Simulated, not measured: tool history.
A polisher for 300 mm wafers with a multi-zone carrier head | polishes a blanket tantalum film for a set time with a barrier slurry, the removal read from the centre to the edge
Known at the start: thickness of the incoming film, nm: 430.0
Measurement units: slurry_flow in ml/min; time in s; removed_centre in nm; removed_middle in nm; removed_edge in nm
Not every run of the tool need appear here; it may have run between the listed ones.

run,hour,slurry_flow,centre_zone,middle_zone,edge_zone,slurry_solids,time,removed_centre,removed_middle,removed_edge
1,0.0,250,1.00,1.00,1.00,1.00,44,66.015,68.997,66.527
2,8.2,250,0.99,1.00,0.98,0.95,42,63.292,64.534,61.960
3,10.1,250,1.04,1.00,0.98,0.95,42,65.963,65.392,61.233
4,15.4,245,1.01,1.00,0.97,0.90,40,58.443,60.191,56.879
# hour 20.9: slurry nozzle cleaned
5,20.9,240,1.00,1.00,0.95,0.85,39,58.952,59.485,54.129
6,24.5,240,1.00,1.00,1.00,0.85,39,58.371,59.492,55.575

Forecast run 7:
7,31.2,235,0.97,0.99,1.00,0.80,37,?,?,?

{"run 7": {"removed_centre": 51.493, "removed_middle": 55.17, "removed_edge": 51.825}}

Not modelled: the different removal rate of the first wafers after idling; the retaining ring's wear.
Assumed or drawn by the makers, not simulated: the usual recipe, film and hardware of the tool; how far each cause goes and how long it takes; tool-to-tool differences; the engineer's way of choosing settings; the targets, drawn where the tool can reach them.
